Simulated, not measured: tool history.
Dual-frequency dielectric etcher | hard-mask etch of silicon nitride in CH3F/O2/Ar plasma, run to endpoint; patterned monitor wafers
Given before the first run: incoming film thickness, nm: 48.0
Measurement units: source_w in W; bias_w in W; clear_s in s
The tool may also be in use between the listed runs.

run,hour,source_w,bias_w,clear_s
1,0,380,80,65.905
2,2.1,380,69,68.365
3,9.8,340,69,71.208
4,14.9,380,70,68.324
5,19.5,410,71,66.308
6,27.9,470,71,62.917
7,33.2,480,72,62.432
8,37.2,490,73,61.513

For run 9, what comes out?
9,40.8,500,74,?

For run 9 the tool returned clear_s 60.534 s.
